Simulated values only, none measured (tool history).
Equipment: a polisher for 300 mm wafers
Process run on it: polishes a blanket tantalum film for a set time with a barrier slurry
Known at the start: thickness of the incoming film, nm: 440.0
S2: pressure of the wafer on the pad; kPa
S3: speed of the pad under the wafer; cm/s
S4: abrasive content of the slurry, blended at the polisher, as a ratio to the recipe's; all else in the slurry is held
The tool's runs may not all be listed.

Run 1, day 0: flow of slurry (ml/min) 215, S2 9 kPa, S3 104 cm/s, S4 1, polishing time (s) 47. Result: film removed (Å) 612.61.
Run 2, day 0.038: flow of slurry (ml/min) 215, S2 9 kPa, S3 104 cm/s, S4 1, polishing time (s) 42. Result: film removed (Å) 559.38.
Run 3, day 0.225: flow of slurry (ml/min) 165, S2 9 kPa, S3 104 cm/s, S4 1, polishing time (s) 42. Result: film removed (Å) 525.25.
Run 4, day 0.262: flow of slurry (ml/min) 180, S2 9.7 kPa, S3 104 cm/s, S4 1, polishing time (s) 42. Result: film removed (Å) 585.32.
Run 5, day 0.55: flow of slurry (ml/min) 180, S2 9.7 kPa, S3 122 cm/s, S4 1, polishing time (s) 42. Result: film removed (Å) 688.33.
Run 6, day 0.904: flow of slurry (ml/min) 190, S2 10.3 kPa, S3 122 cm/s, S4 1, polishing time (s) 42. Result: film removed (Å) 733.01.
Run 7, day 1.246: flow of slurry (ml/min) 195, S2 10.3 kPa, S3 122 cm/s, S4 1, polishing time (s) 42. Result: film removed (Å) 732.79.

Forecast run 8:
Run 8, day 1.35: flow of slurry (ml/min) 200, S2 10.3 kPa, S3 122 cm/s, S4 1, polishing time (s) 42. Result: film removed (Å) ?.

{"run 8": {"film removed (Å)": 739.33}}

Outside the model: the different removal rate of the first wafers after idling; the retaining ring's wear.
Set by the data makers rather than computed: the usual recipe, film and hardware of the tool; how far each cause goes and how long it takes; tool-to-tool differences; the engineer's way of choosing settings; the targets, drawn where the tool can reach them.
